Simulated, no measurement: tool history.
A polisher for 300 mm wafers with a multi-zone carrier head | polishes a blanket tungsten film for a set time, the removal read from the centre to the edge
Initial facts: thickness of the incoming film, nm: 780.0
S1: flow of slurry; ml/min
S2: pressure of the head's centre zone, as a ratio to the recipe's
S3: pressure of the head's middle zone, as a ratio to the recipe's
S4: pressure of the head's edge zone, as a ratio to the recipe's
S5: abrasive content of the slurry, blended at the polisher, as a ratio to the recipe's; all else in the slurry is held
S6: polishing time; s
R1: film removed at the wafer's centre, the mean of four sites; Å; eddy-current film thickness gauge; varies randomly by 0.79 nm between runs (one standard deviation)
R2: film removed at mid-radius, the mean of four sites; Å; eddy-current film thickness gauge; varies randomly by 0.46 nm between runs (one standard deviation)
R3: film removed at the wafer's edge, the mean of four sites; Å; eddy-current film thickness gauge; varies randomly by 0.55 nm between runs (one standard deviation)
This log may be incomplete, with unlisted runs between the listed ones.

run 1 day=0.000 | S1=130 S2=1.00 S3=1.00 S4=1.00 S5=1.00 S6=34 | R1=1859.40 R2=1867.50 R3=1929.80
run 2 day=0.046 | S1=115 S2=1.00 S3=1.00 S4=1.00 S5=1.00 S6=34 | R1=1812.70 R2=1811.50 R3=1890.40
run 3 day=0.100 | S1=115 S2=1.00 S3=0.95 S4=1.00 S5=1.00 S6=34 | R1=1776.20 R2=1719.90 R3=1866.60
run 4 day=0.179 | S1=115 S2=1.00 S3=0.95 S4=1.00 S5=1.15 S6=34 | R1=1819.90 R2=1770.00 R3=1910.00
run 5 day=0.200 | S1=115 S2=1.00 S3=0.95 S4=1.06 S5=1.15 S6=34 | R1=1835.30 R2=1753.00 R3=1971.00
run 6 day=0.571 | S1=115 S2=1.00 S3=0.95 S4=1.06 S5=1.25 S6=34 | R1=1847.50 R2=1760.50 R3=1991.40
run 7 day=0.938 | S1=110 S2=1.00 S3=0.92 S4=1.03 S5=1.10 S6=30 | R1=1561.30 R2=1484.40 R3=1695.30
run 8 day=0.962 | S1=105 S2=1.01 S3=0.90 S4=0.99 S5=1.00 S6=27 | R1=1362.60 R2=1287.10 R3=1449.40
run 9 day=1.283 | S1=105 S2=1.01 S3=0.90 S4=0.99 S5=1.00 S6=27 | R1=1401.60 R2=1278.60 R3=1456.00
run 10 day=1.408 | S1=85 S2=0.97 S3=0.81 S4=0.89 S5=0.75 S6=17 | R1=738.62 R2=655.17 R3=802.52

What will run 11 give?
run 11 day=1.783 | S1=95 S2=0.97 S3=0.81 S4=0.89 S5=0.75 S6=17 | R1=? R2=? R3=?

Run 11 gave R1 791.09 Å, R2 685.62 Å, R3 834.33 Å.
